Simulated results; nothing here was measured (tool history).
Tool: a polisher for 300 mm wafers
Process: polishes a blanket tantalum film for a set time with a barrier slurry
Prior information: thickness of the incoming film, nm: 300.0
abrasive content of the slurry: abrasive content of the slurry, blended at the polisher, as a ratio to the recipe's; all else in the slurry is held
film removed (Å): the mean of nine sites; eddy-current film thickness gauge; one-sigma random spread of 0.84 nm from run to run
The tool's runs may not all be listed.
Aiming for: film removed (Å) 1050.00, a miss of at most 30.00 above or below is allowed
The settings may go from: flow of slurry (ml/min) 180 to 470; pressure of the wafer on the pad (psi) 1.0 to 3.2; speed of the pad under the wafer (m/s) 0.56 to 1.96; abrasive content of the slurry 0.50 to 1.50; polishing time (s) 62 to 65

| run | day | flow of slurry (ml/min) | pressure of the wafer on the pad (psi) | speed of the pad under the wafer (m/s) | abrasive content of the slurry | polishing time (s) | film removed (Å) |
|---|---|---|---|---|---|---|---|
| 1 | 0.000 | 300 | 2.1 | 1.26 | 1.00 | 62 | 1267.50 |
| 2 | 0.325 | 300 | 2.6 | 1.26 | 1.00 | 62 | 1550.40 |
| 3 | 0.662 | 300 | 2.6 | 1.26 | 1.00 | 62 | 1560.20 |
| 4 | 0.908 | 300 | 2.4 | 1.26 | 1.00 | 62 | 1417.00 |
| 5 | 1.100 | 300 | 2.2 | 1.26 | 1.00 | 62 | 1322.50 |
| 6 | 1.212 | 255 | 2.2 | 1.26 | 1.00 | 62 | 1317.00 |
|  | 1.483 | slurry nozzle cleaned |
| 7 | 1.483 | 255 | 2.1 | 1.26 | 1.00 | 62 | 1303.00 |
| 8 | 1.679 | 265 | 2.0 | 1.26 | 1.00 | 62 | 1247.70 |
| 9 | 1.962 | 265 | 1.9 | 1.26 | 1.00 | 62 | 1177.70 |
| 10 | 2.067 | 265 | 1.8 | 1.26 | 1.00 | 62 | 1120.20 |

Consider the 5 candidate settings below. Which is the only one whose results all fall within their allowed miss of target?
| A | 2.171 | 295 | 1.5 | 1.40 | 1.10 | 65 | ? |
| B | 2.171 | 235 | 1.5 | 1.58 | 1.05 | 65 | ? |
| C | 2.171 | 285 | 1.6 | 1.42 | 1.00 | 62 | ? |
| D | 2.171 | 240 | 1.4 | 1.48 | 0.95 | 65 | ? |
| E | 2.171 | 295 | 1.3 | 1.50 | 0.95 | 64 | ? |

| move | film removed (Å) |
|---|---|
| A | 1140.90 |
| B | 1232.30 |
| C | 1134.70 |
| D | 1049.50 |
| E | 998.79 |
A: further off than the last run
B: further off than the last run
C: further off than the last run
D: all results land within tolerance of their targets
E: the result that was furthest off in the last run now lies on the other side of its target
D meets every target.
